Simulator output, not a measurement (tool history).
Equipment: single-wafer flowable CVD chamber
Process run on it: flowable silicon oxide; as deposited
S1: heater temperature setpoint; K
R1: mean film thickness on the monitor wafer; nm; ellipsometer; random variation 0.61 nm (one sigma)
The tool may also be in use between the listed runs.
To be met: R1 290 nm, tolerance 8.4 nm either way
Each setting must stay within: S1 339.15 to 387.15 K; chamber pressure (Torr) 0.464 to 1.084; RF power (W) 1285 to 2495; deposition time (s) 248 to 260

{"run": 1, "hour": 0.0, "S1": 363.15, "chamber pressure (Torr)": 0.774, "RF power (W)": 1890, "deposition time (s)": 260, "R1": 206.89}
{"run": 2, "hour": 4.8, "S1": 363.15, "chamber pressure (Torr)": 0.774, "RF power (W)": 2135, "deposition time (s)": 260, "R1": 211.24}
{"run": 3, "hour": 7.5, "S1": 362.15, "chamber pressure (Torr)": 0.774, "RF power (W)": 2135, "deposition time (s)": 260, "R1": 216.8}
{"run": 4, "hour": 13.3, "S1": 362.15, "chamber pressure (Torr)": 0.664, "RF power (W)": 2135, "deposition time (s)": 260, "R1": 186.8}
{"run": 5, "hour": 21.4, "S1": 357.15, "chamber pressure (Torr)": 0.664, "RF power (W)": 2135, "deposition time (s)": 260, "R1": 212.81}
{"run": 6, "hour": 27.4, "S1": 356.15, "chamber pressure (Torr)": 0.665, "RF power (W)": 2135, "deposition time (s)": 260, "R1": 218.65}
{"run": 7, "hour": 35.4, "S1": 355.15, "chamber pressure (Torr)": 0.666, "RF power (W)": 2135, "deposition time (s)": 260, "R1": 225.12}
{"run": 8, "hour": 41.9, "S1": 354.15, "chamber pressure (Torr)": 0.666, "RF power (W)": 2135, "deposition time (s)": 260, "R1": 231.11}
{"run": 9, "hour": 47.1, "S1": 353.15, "chamber pressure (Torr)": 0.666, "RF power (W)": 2135, "deposition time (s)": 260, "R1": 237.6}
{"run": 10, "hour": 52.9, "S1": 352.15, "chamber pressure (Torr)": 0.666, "RF power (W)": 2135, "deposition time (s)": 260, "R1": 243.42}
{"run": 11, "hour": 56.0, "S1": 351.15, "chamber pressure (Torr)": 0.666, "RF power (W)": 2135, "deposition time (s)": 260, "R1": 248.97}
{"run": 12, "hour": 57.8, "S1": 350.15, "chamber pressure (Torr)": 0.666, "RF power (W)": 2135, "deposition time (s)": 260, "R1": 255.78}

Exercise: of the 5 proposed moves below, exactly one satisfies all targets within the stated allowed misses. Which move is it?
{"run": "A", "hour": 59.6, "S1": 344.15, "chamber pressure (Torr)": 0.655, "RF power (W)": 2320, "deposition time (s)": 258, "R1": "?"}
{"run": "B", "hour": 59.6, "S1": 352.15, "chamber pressure (Torr)": 0.737, "RF power (W)": 2175, "deposition time (s)": 260, "R1": "?"}
{"run": "C", "hour": 59.6, "S1": 340.15, "chamber pressure (Torr)": 0.639, "RF power (W)": 2210, "deposition time (s)": 260, "R1": "?"}
{"run": "D", "hour": 59.6, "S1": 347.15, "chamber pressure (Torr)": 0.674, "RF power (W)": 2050, "deposition time (s)": 260, "R1": "?"}
{"run": "E", "hour": 59.6, "S1": 355.15, "chamber pressure (Torr)": 0.716, "RF power (W)": 2150, "deposition time (s)": 251, "R1": "?"}

move=A R1=288.57
move=B R1=270.32
move=C R1=305.06
move=D R1=275.46
move=E R1=233.79
A: in spec on every target
B: gains on the last run, yet a result remains outside its allowed miss
C: takes the biggest miss from the last run beyond its target
D: gains on the last run, yet a result remains outside its allowed miss
E: misses by more than the last run did
The right move is A.
